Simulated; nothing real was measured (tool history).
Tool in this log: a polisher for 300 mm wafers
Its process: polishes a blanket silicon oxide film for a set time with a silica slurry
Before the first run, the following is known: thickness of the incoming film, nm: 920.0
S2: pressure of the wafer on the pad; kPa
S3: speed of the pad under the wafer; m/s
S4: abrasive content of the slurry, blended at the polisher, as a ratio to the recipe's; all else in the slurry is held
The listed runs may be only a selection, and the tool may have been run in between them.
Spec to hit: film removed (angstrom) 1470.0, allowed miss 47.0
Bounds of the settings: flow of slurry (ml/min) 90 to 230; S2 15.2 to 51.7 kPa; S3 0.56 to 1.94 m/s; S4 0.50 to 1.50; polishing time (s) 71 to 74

Run 1, hour 0.0: flow of slurry (ml/min) 150, S2 33.1 kPa, S3 1.24 m/s, S4 1.00, polishing time (s) 71. Result: film removed (angstrom) 2476.8.
Run 2, hour 5.5: flow of slurry (ml/min) 150, S2 31.0 kPa, S3 1.24 m/s, S4 1.00, polishing time (s) 71. Result: film removed (angstrom) 2361.9.
Run 3, hour 13.9: flow of slurry (ml/min) 150, S2 31.0 kPa, S3 1.24 m/s, S4 1.00, polishing time (s) 74. Result: film removed (angstrom) 2500.6.
Run 4, hour 15.7: flow of slurry (ml/min) 150, S2 25.5 kPa, S3 1.24 m/s, S4 1.00, polishing time (s) 74. Result: film removed (angstrom) 2185.6.
Run 5, hour 21.6: flow of slurry (ml/min) 150, S2 24.1 kPa, S3 1.22 m/s, S4 1.00, polishing time (s) 74. Result: film removed (angstrom) 2038.7.
Run 6, hour 29.2: flow of slurry (ml/min) 150, S2 22.8 kPa, S3 1.20 m/s, S4 1.00, polishing time (s) 74. Result: film removed (angstrom) 1929.8.
Run 7, hour 36.5: flow of slurry (ml/min) 150, S2 21.4 kPa, S3 1.20 m/s, S4 1.00, polishing time (s) 74. Result: film removed (angstrom) 1881.8.
Run 8, hour 39.2: flow of slurry (ml/min) 150, S2 20.7 kPa, S3 1.18 m/s, S4 1.00, polishing time (s) 74. Result: film removed (angstrom) 1794.2.
Run 9, hour 42.0: flow of slurry (ml/min) 150, S2 20.7 kPa, S3 1.18 m/s, S4 1.00, polishing time (s) 74. Result: film removed (angstrom) 1789.6.
Run 10, hour 43.6: flow of slurry (ml/min) 150, S2 20.0 kPa, S3 1.18 m/s, S4 1.00, polishing time (s) 74. Result: film removed (angstrom) 1765.5.
Run 11, hour 47.0: flow of slurry (ml/min) 150, S2 19.3 kPa, S3 1.18 m/s, S4 1.00, polishing time (s) 74. Result: film removed (angstrom) 1702.9.
Run 12, hour 49.9: flow of slurry (ml/min) 150, S2 18.6 kPa, S3 1.18 m/s, S4 1.00, polishing time (s) 74. Result: film removed (angstrom) 1681.1.

4 next moves are on the table. One of them brings every result within its allowed miss. Which?
Run A, hour 52.8: flow of slurry (ml/min) 160, S2 17.9 kPa, S3 1.06 m/s, S4 1.00, polishing time (s) 71. Result: film removed (angstrom) ?.
Run B, hour 52.8: flow of slurry (ml/min) 165, S2 15.9 kPa, S3 1.24 m/s, S4 1.05, polishing time (s) 71. Result: film removed (angstrom) ?.
Run C, hour 52.8: flow of slurry (ml/min) 155, S2 15.9 kPa, S3 1.40 m/s, S4 0.95, polishing time (s) 72. Result: film removed (angstrom) ?.
Run D, hour 52.8: flow of slurry (ml/min) 145, S2 17.9 kPa, S3 1.14 m/s, S4 1.05, polishing time (s) 71. Result: film removed (angstrom) ?.

move  film removed (angstrom)
   A                   1475.2
   B                   1606.4
   C                   1658.9
   D                   1591.9
A: in spec on every target
B: better than the last run, though not everything is in spec
C: better than the last run, though not everything is in spec
D: better than the last run, though not everything is in spec
The right move is A.
